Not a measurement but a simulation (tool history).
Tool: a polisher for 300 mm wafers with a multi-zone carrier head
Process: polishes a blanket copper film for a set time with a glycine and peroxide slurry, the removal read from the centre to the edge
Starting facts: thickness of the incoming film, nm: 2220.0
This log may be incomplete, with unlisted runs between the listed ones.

| run | hour | flow of slurry (ml/min) | pressure of the head's centre zone | pressure of the head's middle zone | pressure of the head's edge zone | polishing time (s) | film removed at the wafer's centre (angstrom) | film removed at mid-radius (angstrom) | film removed at the wafer's edge (angstrom) |
|---|---|---|---|---|---|---|---|---|---|
| 1 | 0.0 | 305 | 1.00 | 1.00 | 1.00 | 81 | 4712.1 | 4632.0 | 4623.8 |
| 2 | 5.4 | 300 | 0.97 | 1.01 | 0.97 | 80 | 4505.4 | 4545.5 | 4525.2 |
| 3 | 9.5 | 300 | 0.95 | 1.03 | 0.95 | 78 | 4328.8 | 4595.5 | 4416.7 |
| 4 | 15.9 | 300 | 0.94 | 1.04 | 0.93 | 76 | 4191.5 | 4446.4 | 4207.3 |
| 5 | 21.7 | 300 | 1.01 | 1.04 | 0.93 | 76 | 4456.0 | 4579.8 | 4200.5 |
| 6 | 26.8 | 300 | 1.01 | 1.04 | 0.86 | 76 | 4462.5 | 4415.5 | 4074.8 |
| 7 | 35.6 | 295 | 0.98 | 1.05 | 0.85 | 75 | 4259.8 | 4493.2 | 3950.7 |
| 8 | 42.2 | 285 | 0.96 | 1.05 | 0.85 | 75 | 4161.8 | 4397.6 | 4012.9 |
| 9 | 51.1 | 280 | 0.94 | 1.06 | 0.84 | 75 | 4071.8 | 4472.6 | 3951.0 |
| 10 | 56.4 | 275 | 0.93 | 1.06 | 0.84 | 75 | 4041.1 | 4457.3 | 3958.8 |

Run 11 is up next; what results do you expect?
| 11 | 62.3 | 270 | 0.92 | 1.06 | 0.83 | 75 | ? | ? | ? |

{"run 11": {"film removed at the wafer's centre (angstrom)": 3955.9, "film removed at mid-radius (angstrom)": 4446.6, "film removed at the wafer's edge (angstrom)": 3929.6}}
